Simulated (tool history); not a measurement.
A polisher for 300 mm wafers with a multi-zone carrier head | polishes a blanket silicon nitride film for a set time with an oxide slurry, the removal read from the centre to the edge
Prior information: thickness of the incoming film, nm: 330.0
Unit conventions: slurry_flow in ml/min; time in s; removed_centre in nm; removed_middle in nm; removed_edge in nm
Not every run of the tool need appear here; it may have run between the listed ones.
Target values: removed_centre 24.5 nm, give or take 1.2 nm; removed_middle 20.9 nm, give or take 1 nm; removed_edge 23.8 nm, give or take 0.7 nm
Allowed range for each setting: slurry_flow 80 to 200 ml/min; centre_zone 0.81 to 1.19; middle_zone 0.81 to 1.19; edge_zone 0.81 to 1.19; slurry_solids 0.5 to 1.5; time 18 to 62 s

{"run": 1, "hour": 0.0, "slurry_flow": 130, "centre_zone": 1, "middle_zone": 1, "edge_zone": 1, "slurry_solids": 1, "time": 40, "removed_centre": 29.985, "removed_middle": 30.826, "removed_edge": 30.79}
{"run": 2, "hour": 3.6, "slurry_flow": 120, "centre_zone": 1.01, "middle_zone": 0.94, "edge_zone": 0.97, "slurry_solids": 0.85, "time": 40, "removed_centre": 27.749, "removed_middle": 26.452, "removed_edge": 28.633}
{"run": 3, "hour": 11.1, "slurry_flow": 120, "centre_zone": 1.01, "middle_zone": 0.94, "edge_zone": 0.97, "slurry_solids": 0.7, "time": 40, "removed_centre": 25.866, "removed_middle": 24.48, "removed_edge": 26.358}
{"run": 4, "hour": 12.6, "slurry_flow": 90, "centre_zone": 1.01, "middle_zone": 0.94, "edge_zone": 0.97, "slurry_solids": 0.7, "time": 40, "removed_centre": 24.506, "removed_middle": 23.517, "removed_edge": 25.554}
{"run": 5, "hour": 16.9, "slurry_flow": 90, "centre_zone": 1.01, "middle_zone": 0.94, "edge_zone": 1.05, "slurry_solids": 0.7, "time": 40, "removed_centre": 23.481, "removed_middle": 23.601, "removed_edge": 26.004}
{"run": 6, "hour": 24.2, "slurry_flow": 90, "centre_zone": 1.04, "middle_zone": 0.93, "edge_zone": 1.02, "slurry_solids": 0.65, "time": 40, "removed_centre": 23.279, "removed_middle": 22.458, "removed_edge": 25.132}
{"run": 7, "hour": 25.7, "slurry_flow": 90, "centre_zone": 1.07, "middle_zone": 0.92, "edge_zone": 0.99, "slurry_solids": 0.65, "time": 40, "removed_centre": 24.201, "removed_middle": 22.082, "removed_edge": 24.625}
{"run": 8, "hour": 32.6, "slurry_flow": 90, "centre_zone": 1.08, "middle_zone": 0.91, "edge_zone": 0.98, "slurry_solids": 0.65, "time": 40, "removed_centre": 24.273, "removed_middle": 22.116, "removed_edge": 24.6}
{"run": 9, "hour": 41.2, "slurry_flow": 90, "centre_zone": 1.09, "middle_zone": 0.9, "edge_zone": 0.97, "slurry_solids": 0.65, "time": 40, "removed_centre": 24.833, "removed_middle": 22.234, "removed_edge": 24.6}
{"run": 10, "hour": 45.2, "slurry_flow": 90, "centre_zone": 1.1, "middle_zone": 0.88, "edge_zone": 0.97, "slurry_solids": 0.65, "time": 40, "removed_centre": 25.597, "removed_middle": 21.018, "removed_edge": 24.505}

Which one of the following 4 next-run settings gets every result inside its allowed miss? There is exactly one.
{"run": "A", "hour": 49.2, "slurry_flow": 125, "centre_zone": 1.07, "middle_zone": 0.93, "edge_zone": 1.12, "slurry_solids": 0.8, "time": 32, "removed_centre": "?", "removed_middle": "?", "removed_edge": "?"}
{"run": "B", "hour": 49.2, "slurry_flow": 80, "centre_zone": 1.07, "middle_zone": 0.9, "edge_zone": 0.99, "slurry_solids": 0.65, "time": 39, "removed_centre": "?", "removed_middle": "?", "removed_edge": "?"}
{"run": "C", "hour": 49.2, "slurry_flow": 80, "centre_zone": 1.11, "middle_zone": 0.88, "edge_zone": 0.92, "slurry_solids": 0.55, "time": 43, "removed_centre": "?", "removed_middle": "?", "removed_edge": "?"}
{"run": "D", "hour": 49.2, "slurry_flow": 85, "centre_zone": 1, "middle_zone": 1.01, "edge_zone": 0.92, "slurry_solids": 0.55, "time": 43, "removed_centre": "?", "removed_middle": "?", "removed_edge": "?"}

move=A removed_centre=22.339 removed_middle=21.398 removed_edge=23.983
move=B removed_centre=22.18 removed_middle=21.062 removed_edge=23.698
move=C removed_centre=23.772 removed_middle=21.526 removed_edge=23.843
move=D removed_centre=22.393 removed_middle=24.608 removed_edge=24.085
A: brings the last run's worst result on target, with another outside its allowed miss
B: brings the last run's worst result on target, with another outside its allowed miss
C: all results land within tolerance of their targets
D: brings the last run's worst result on target, with another outside its allowed miss
C is the move that brings every result within its allowed miss.
